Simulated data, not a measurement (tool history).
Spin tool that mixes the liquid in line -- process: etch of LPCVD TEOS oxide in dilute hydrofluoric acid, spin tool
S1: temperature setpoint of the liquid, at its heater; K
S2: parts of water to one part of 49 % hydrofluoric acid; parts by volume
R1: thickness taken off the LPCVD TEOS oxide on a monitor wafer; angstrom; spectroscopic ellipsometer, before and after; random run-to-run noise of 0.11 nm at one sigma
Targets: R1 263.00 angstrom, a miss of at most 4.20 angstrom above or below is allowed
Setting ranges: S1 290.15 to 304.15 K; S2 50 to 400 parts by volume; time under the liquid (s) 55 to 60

{"run": 1, "day": 0.0, "S1": 296.15, "S2": 225, "time under the liquid (s)": 55, "R1": 103.61}
{"run": 2, "day": 0.375, "S1": 296.15, "S2": 225, "time under the liquid (s)": 55, "R1": 103.86}
{"run": 3, "day": 0.65, "S1": 297.65, "S2": 205, "time under the liquid (s)": 55, "R1": 123.63}
{"run": 4, "day": 0.733, "S1": 300.15, "S2": 205, "time under the liquid (s)": 55, "R1": 135.0}
{"run": 5, "day": 1.104, "S1": 300.65, "S2": 190, "time under the liquid (s)": 55, "R1": 149.51}
{"run": 6, "day": 1.442, "S1": 303.15, "S2": 190, "time under the liquid (s)": 55, "R1": 164.67}
{"run": 7, "day": 1.679, "S1": 303.15, "S2": 175, "time under the liquid (s)": 55, "R1": 181.49}
{"run": 8, "day": 1.75, "S1": 303.15, "S2": 165, "time under the liquid (s)": 55, "R1": 195.58}
{"run": 9, "day": 2.029, "S1": 304.15, "S2": 110, "time under the liquid (s)": 55, "R1": 323.99}
{"run": 10, "day": 2.292, "S1": 303.15, "S2": 110, "time under the liquid (s)": 55, "R1": 317.04}
{"run": 11, "day": 2.5, "S1": 302.15, "S2": 110, "time under the liquid (s)": 55, "R1": 305.74}

Exactly one of the 4 candidate moves below puts every result within its allowed miss. Which one?
{"run": "A", "day": 2.708, "S1": 297.65, "S2": 105, "time under the liquid (s)": 55, "R1": "?"}
{"run": "B", "day": 2.708, "S1": 302.15, "S2": 120, "time under the liquid (s)": 55, "R1": "?"}
{"run": "C", "day": 2.708, "S1": 301.15, "S2": 115, "time under the liquid (s)": 55, "R1": "?"}
{"run": "D", "day": 2.708, "S1": 303.65, "S2": 130, "time under the liquid (s)": 55, "R1": "?"}

move=A R1=270.16
move=B R1=275.43
move=C R1=278.68
move=D R1=265.06
A: closes in on the targets versus the last run, not all within tolerance yet
B: closes in on the targets versus the last run, not all within tolerance yet
C: closes in on the targets versus the last run, not all within tolerance yet
D: in spec on every target
So the answer is move D, the one that meets all the targets.

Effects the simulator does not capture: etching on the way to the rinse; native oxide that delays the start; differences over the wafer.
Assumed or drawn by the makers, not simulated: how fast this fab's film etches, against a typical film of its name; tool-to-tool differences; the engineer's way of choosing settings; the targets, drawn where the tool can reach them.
